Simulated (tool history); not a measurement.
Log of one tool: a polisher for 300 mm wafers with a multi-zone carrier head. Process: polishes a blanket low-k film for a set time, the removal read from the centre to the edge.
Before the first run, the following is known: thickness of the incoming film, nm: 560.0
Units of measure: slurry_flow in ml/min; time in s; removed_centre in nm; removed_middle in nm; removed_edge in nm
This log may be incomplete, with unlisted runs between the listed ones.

run 1 hour=0.0 | slurry_flow=140 centre_zone=1.00 middle_zone=1.00 edge_zone=1.00 slurry_solids=1.00 time=88 | removed_centre=45.731 removed_middle=44.697 removed_edge=46.291
run 2 hour=5.9 | slurry_flow=140 centre_zone=1.00 middle_zone=1.00 edge_zone=1.00 slurry_solids=1.00 time=101 | removed_centre=51.836 removed_middle=51.888 removed_edge=52.612
run 3 hour=8.5 | slurry_flow=135 centre_zone=1.02 middle_zone=0.95 edge_zone=0.99 slurry_solids=0.85 time=98 | removed_centre=49.094 removed_middle=45.274 removed_edge=48.504
run 4 hour=14.3 | slurry_flow=130 centre_zone=1.02 middle_zone=0.91 edge_zone=0.97 slurry_solids=0.75 time=94 | removed_centre=44.361 removed_middle=39.932 removed_edge=44.422
run 5 hour=18.7 | slurry_flow=165 centre_zone=1.02 middle_zone=0.91 edge_zone=0.97 slurry_solids=0.75 time=94 | removed_centre=46.623 removed_middle=42.022 removed_edge=46.215
run 6 hour=23.7 | slurry_flow=150 centre_zone=1.03 middle_zone=0.88 edge_zone=0.95 slurry_solids=0.70 time=92 | removed_centre=44.696 removed_middle=38.499 removed_edge=43.059
run 7 hour=28.1 | slurry_flow=135 centre_zone=1.03 middle_zone=0.86 edge_zone=0.94 slurry_solids=0.65 time=91 | removed_centre=42.076 removed_middle=36.450 removed_edge=40.673
run 8 hour=34.3 | slurry_flow=125 centre_zone=1.04 middle_zone=0.85 edge_zone=0.95 slurry_solids=0.60 time=90 | removed_centre=40.963 removed_middle=34.450 removed_edge=38.249
run 9 hour=36.4 | slurry_flow=120 centre_zone=1.04 middle_zone=0.84 edge_zone=0.99 slurry_solids=0.55 time=90 | removed_centre=38.902 removed_middle=32.467 removed_edge=37.876

Predict the results of run 10:
run 10 hour=43.0 | slurry_flow=115 centre_zone=1.05 middle_zone=0.83 edge_zone=0.99 slurry_solids=0.55 time=90 | removed_centre=? removed_middle=? removed_edge=?

{"run 10": {"removed_centre": 39.584, "removed_middle": 32.032, "removed_edge": 38.165}}

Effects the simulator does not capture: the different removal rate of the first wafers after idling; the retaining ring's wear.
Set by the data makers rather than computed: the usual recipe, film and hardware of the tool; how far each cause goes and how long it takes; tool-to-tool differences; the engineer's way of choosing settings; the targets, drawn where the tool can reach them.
